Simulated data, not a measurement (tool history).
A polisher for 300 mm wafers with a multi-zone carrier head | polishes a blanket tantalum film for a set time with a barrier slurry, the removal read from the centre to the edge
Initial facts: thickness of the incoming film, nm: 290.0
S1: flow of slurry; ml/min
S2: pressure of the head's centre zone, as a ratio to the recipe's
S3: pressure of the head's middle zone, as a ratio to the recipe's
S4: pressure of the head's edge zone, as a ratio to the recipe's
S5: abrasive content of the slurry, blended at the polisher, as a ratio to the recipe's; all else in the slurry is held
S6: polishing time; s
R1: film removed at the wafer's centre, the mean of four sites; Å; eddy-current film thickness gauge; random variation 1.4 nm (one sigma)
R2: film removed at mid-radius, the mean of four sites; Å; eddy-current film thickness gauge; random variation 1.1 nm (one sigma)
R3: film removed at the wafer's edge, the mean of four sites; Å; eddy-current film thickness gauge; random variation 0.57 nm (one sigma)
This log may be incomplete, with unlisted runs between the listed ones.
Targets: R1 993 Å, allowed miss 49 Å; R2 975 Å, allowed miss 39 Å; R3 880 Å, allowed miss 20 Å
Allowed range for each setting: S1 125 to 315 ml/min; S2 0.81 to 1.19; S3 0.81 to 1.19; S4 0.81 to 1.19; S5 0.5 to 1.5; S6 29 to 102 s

run 1 hour=0 | S1=205 S2=1 S3=1 S4=1 S5=1 S6=65 | R1=601.43 R2=574.38 R3=585.69
run 2 hour=8.5 | S1=205 S2=1 S3=1 S4=1 S5=1.15 S6=65 | R1=604.27 R2=589.95 R3=607.28
run 3 hour=14.9 | S1=215 S2=1.02 S3=1.02 S4=1.01 S5=1.2 S6=67 | R1=631.91 R2=620.24 R3=624.09
run 4 hour=20.1 | S1=260 S2=1.02 S3=1.02 S4=1.01 S5=1.2 S6=67 | R1=654.14 R2=649.94 R3=631.57
run 5 hour=27.6 | S1=260 S2=1.02 S3=1.02 S4=1.01 S5=1 S6=67 | R1=635.15 R2=626.6 R3=609.95
run 6 hour=31.9 | S1=265 S2=1.04 S3=1.03 S4=1.01 S5=1.05 S6=69 | R1=688.32 R2=669.6 R3=638.47
run 7 hour=39 | S1=265 S2=1.05 S3=1.04 S4=1.02 S5=1.1 S6=71 | R1=700.96 R2=680.48 R3=667.63
run 8 hour=40.7 | S1=270 S2=1.06 S3=1.05 S4=1.01 S5=1.15 S6=73 | R1=754.98 R2=704.99 R3=698.53
-- hour=48.8 worn pad replaced by a new one
run 9 hour=48.8 | S1=275 S2=1.06 S3=1.07 S4=1 S5=1.2 S6=75 | R1=871.05 R2=825.65 R3=793
run 10 hour=52.1 | S1=275 S2=1.06 S3=1.08 S4=1 S5=1.2 S6=75 | R1=840.78 R2=843.14 R3=794.44
run 11 hour=58.2 | S1=275 S2=1.07 S3=1.09 S4=1 S5=1.2 S6=75 | R1=870.29 R2=850.37 R3=797.53
run 12 hour=63.9 | S1=275 S2=1.08 S3=1.1 S4=1 S5=1.2 S6=75 | R1=867.97 R2=860.45 R3=798.04
run 13 hour=65.9 | S1=275 S2=1.09 S3=1.11 S4=1 S5=1.2 S6=75 | R1=860.51 R2=865.73 R3=790.84
run 14 hour=74 | S1=275 S2=1.09 S3=1.11 S4=1 S5=1.2 S6=75 | R1=875.58 R2=852.27 R3=802.87
run 15 hour=74.7 | S1=275 S2=1.09 S3=1.11 S4=1 S5=1.2 S6=75 | R1=873.58 R2=864.09 R3=805.27
run 16 hour=82.5 | S1=275 S2=1.1 S3=1.12 S4=1 S5=1.2 S6=75 | R1=878.29 R2=881.46 R3=793.09
run 17 hour=85.5 | S1=275 S2=1.1 S3=1.12 S4=0.99 S5=1.25 S6=75 | R1=889.84 R2=888.17 R3=796.64
run 18 hour=90.1 | S1=280 S2=1.11 S3=1.12 S4=1 S5=1.25 S6=75 | R1=908.31 R2=877.56 R3=797.89
run 19 hour=98.3 | S1=280 S2=1.11 S3=1.12 S4=1 S5=1.3 S6=75 | R1=910.99 R2=885.98 R3=809.34
run 20 hour=101 | S1=290 S2=1.11 S3=1.13 S4=1 S5=1.4 S6=76 | R1=935.81 R2=916.88 R3=839.42
run 21 hour=108.7 | S1=295 S2=1.12 S3=1.15 S4=1.01 S5=1.45 S6=77 | R1=934 R2=949.04 R3=862.43
run 22 hour=110.1 | S1=300 S2=1.14 S3=1.15 S4=1.01 S5=1.45 S6=77 | R1=973.56 R2=955.98 R3=856.5

4 next moves are on the table. One of them brings every result within its allowed miss. Which?
run A hour=111.5 | S1=285 S2=1.13 S3=1.19 S4=1.01 S5=1.45 S6=74 | R1=? R2=? R3=?
run B hour=111.5 | S1=315 S2=1.11 S3=1.13 S4=0.98 S5=1.35 S6=81 | R1=? R2=? R3=?
run C hour=111.5 | S1=315 S2=1.16 S3=1.19 S4=0.99 S5=1.35 S6=76 | R1=? R2=? R3=?
run D hour=111.5 | S1=230 S2=1.11 S3=1.17 S4=1.11 S5=1.5 S6=73 | R1=? R2=? R3=?

move=A R1=919.07 R2=937.51 R3=813.79
move=B R1=986.15 R2=979.52 R3=872.25
move=C R1=960.73 R2=957.61 R3=821.8
move=D R1=881.42 R2=902.28 R3=835.85
A: lands further from the targets than the last run did
B: in spec on every target
C: lands further from the targets than the last run did
D: lands further from the targets than the last run did
Move B is the one to make.
